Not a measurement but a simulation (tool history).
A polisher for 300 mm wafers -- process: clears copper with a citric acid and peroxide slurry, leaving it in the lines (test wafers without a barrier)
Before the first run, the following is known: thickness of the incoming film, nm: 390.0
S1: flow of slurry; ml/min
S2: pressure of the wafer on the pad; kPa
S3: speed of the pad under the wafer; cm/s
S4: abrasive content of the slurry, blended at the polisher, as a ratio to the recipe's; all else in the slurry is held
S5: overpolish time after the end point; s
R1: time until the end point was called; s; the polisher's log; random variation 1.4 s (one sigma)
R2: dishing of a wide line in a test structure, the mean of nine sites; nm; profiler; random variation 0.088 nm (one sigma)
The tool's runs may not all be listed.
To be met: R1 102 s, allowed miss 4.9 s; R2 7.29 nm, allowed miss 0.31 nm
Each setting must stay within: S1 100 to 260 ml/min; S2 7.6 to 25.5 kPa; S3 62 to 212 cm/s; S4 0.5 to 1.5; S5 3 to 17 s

| run | hour | S1 | S2 | S3 | S4 | S5 | R1 | R2 |
|---|---|---|---|---|---|---|---|---|
| 1 | 0 | 165 | 16.5 | 136 | 1 | 9 | 141.63 | 14.791 |
| 2 | 1.1 | 165 | 16.5 | 136 | 0.8 | 9 | 146.13 | 13.963 |
| 3 | 8.1 | 165 | 16.5 | 136 | 0.8 | 6 | 149.56 | 9.8771 |
| 4 | 9.2 | 165 | 16.5 | 136 | 0.8 | 3 | 148.52 | 5.1188 |
| 5 | 11.2 | 165 | 15.2 | 136 | 0.8 | 3 | 165.14 | 4.7434 |
| 6 | 13.1 | 165 | 12.4 | 136 | 0.8 | 3 | 196.76 | 4.0035 |
| 7 | 14.1 | 165 | 13.8 | 138 | 0.85 | 3 | 168.67 | 4.4387 |
| 8 | 21.4 | 165 | 14.5 | 138 | 0.85 | 3 | 160.03 | 4.6076 |
| 9 | 24.9 | 170 | 15.2 | 138 | 0.85 | 3 | 156.74 | 4.9231 |
| 10 | 29.9 | 170 | 15.9 | 138 | 0.9 | 3 | 148.46 | 5.1387 |
| 11 | 32.2 | 170 | 16.5 | 138 | 0.95 | 3 | 139.25 | 5.363 |
| 12 | 32.7 | 170 | 17.2 | 138 | 0.95 | 3 | 130.86 | 5.818 |
| 13 | 41.7 | 170 | 17.9 | 138 | 0.95 | 3 | 127.06 | 6.0343 |
| 14 | 47.9 | 175 | 19.3 | 140 | 1.05 | 3 | 112.43 | 6.5629 |
| 15 | 49 | 175 | 20 | 140 | 1.05 | 3 | 107.73 | 6.9001 |

Exercise: of the 5 proposed moves below, exactly one satisfies all targets within the stated allowed misses. Which move is it?
| A | 50.1 | 180 | 17.2 | 168 | 0.9 | 3 | ? | ? |
| B | 50.1 | 200 | 22.8 | 124 | 0.85 | 3 | ? | ? |
| C | 50.1 | 150 | 16.5 | 160 | 1 | 3 | ? | ? |
| D | 50.1 | 180 | 22.1 | 128 | 1.25 | 3 | ? | ? |
| E | 50.1 | 175 | 20.7 | 130 | 1.15 | 3 | ? | ? |

| move | R1 | R2 |
|---|---|---|
| A | 112.15 | 6.6153 |
| B | 115.77 | 6.4476 |
| C | 120.97 | 6.1638 |
| D | 104.33 | 7.098 |
| E | 112.44 | 6.6176 |
A: the biggest miss grows against the last run
B: the biggest miss grows against the last run
C: the biggest miss grows against the last run
D: in spec on every target
E: the biggest miss grows against the last run
Go with D: it meets all targets.

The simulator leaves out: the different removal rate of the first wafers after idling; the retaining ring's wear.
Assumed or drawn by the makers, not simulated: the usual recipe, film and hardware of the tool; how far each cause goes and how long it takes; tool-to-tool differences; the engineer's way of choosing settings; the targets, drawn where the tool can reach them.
